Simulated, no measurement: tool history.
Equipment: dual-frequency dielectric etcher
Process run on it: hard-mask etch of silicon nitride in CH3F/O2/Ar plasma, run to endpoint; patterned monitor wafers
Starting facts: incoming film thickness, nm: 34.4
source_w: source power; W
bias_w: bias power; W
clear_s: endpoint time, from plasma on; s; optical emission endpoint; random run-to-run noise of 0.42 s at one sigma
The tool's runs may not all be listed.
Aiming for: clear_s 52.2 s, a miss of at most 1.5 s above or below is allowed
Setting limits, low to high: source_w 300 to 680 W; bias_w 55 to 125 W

run,hour,source_w,bias_w,clear_s
1,0,490,90,43.363
2,8.4,490,104,41.031
3,13.1,490,119,38.527
4,18.6,490,105,41.204
5,20.9,430,97,44.897
6,29.9,390,94,47.698
7,38.6,370,93,48.585
8,44.5,350,92,49.859

Exactly one of the 5 candidate moves below puts every result within its allowed miss. Which one?
A,50.4,300,83,?
B,50.4,320,77,?
C,50.4,300,86,?
D,50.4,370,78,?
E,50.4,350,94,?

move,clear_s
A,56.417
B,56.658
C,55.522
D,52.776
E,49.788
A: carries the result that was furthest off beyond its target, to the other side
B: carries the result that was furthest off beyond its target, to the other side
C: carries the result that was furthest off beyond its target, to the other side
D: meets every target
E: no nearer and no further than the last run
D is the move that brings every result within its allowed miss.

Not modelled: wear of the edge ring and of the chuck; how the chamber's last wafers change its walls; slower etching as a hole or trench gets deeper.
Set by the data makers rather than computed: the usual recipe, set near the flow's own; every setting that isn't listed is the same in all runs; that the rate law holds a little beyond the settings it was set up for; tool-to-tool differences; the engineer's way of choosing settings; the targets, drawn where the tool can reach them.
